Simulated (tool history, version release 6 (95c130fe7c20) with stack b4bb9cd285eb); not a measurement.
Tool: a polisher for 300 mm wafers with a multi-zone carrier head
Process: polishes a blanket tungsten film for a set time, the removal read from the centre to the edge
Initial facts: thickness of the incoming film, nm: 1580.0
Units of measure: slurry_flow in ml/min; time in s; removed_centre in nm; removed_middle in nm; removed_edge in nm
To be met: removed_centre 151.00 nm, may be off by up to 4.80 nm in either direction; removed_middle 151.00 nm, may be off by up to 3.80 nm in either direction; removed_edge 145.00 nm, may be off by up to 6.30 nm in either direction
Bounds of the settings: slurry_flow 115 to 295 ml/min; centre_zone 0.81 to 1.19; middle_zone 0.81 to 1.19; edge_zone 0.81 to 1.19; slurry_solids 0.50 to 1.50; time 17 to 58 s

run	hour	slurry_flow	centre_zone	middle_zone	edge_zone	slurry_solids	time	removed_centre	removed_middle	removed_edge
1	0.0	190	1.00	1.00	1.00	1.00	37	218.58	219.34	221.08
2	6.2	230	1.00	1.00	1.00	1.00	37	224.75	223.84	222.16
3	13.4	240	0.99	0.99	0.97	0.90	35	207.90	207.87	199.33
4	14.2	285	0.99	0.99	0.97	0.90	35	213.25	211.38	209.35
5	19.5	270	0.97	0.96	0.94	0.80	34	199.79	192.72	192.71
6	22.7	295	0.97	0.96	0.94	0.80	34	199.88	197.12	192.76
7	26.1	285	0.95	0.94	0.91	0.75	33	189.87	184.41	181.82
8	27.8	275	0.93	0.93	0.89	0.70	33	179.24	180.90	183.28
9	30.3	275	0.93	0.93	0.88	0.65	32	174.04	173.39	169.87
10	38.9	265	0.93	0.92	0.87	0.60	32	167.57	168.67	169.12

Exactly one of the 5 candidate moves below puts every result within its allowed miss. Which one?
A	47.5	275	0.99	0.94	0.83	0.60	28	?	?	?
B	47.5	260	0.99	0.92	0.81	0.65	28	?	?	?
C	47.5	235	0.96	0.96	0.88	0.75	27	?	?	?
D	47.5	270	0.96	1.11	0.81	0.60	26	?	?	?
E	47.5	200	0.95	1.00	0.83	0.55	29	?	?	?

move	removed_centre	removed_middle	removed_edge
A	158.75	151.81	143.61
B	159.52	149.94	143.12
C	150.51	151.36	144.97
D	142.79	162.01	131.46
E	149.80	157.89	142.95
A: the furthest-off result lands on target, but another misses its tolerance
B: the furthest-off result lands on target, but another misses its tolerance
C: all results in spec
D: closer than the last run, but not yet in spec
E: closer than the last run, but not yet in spec
The right move is C.
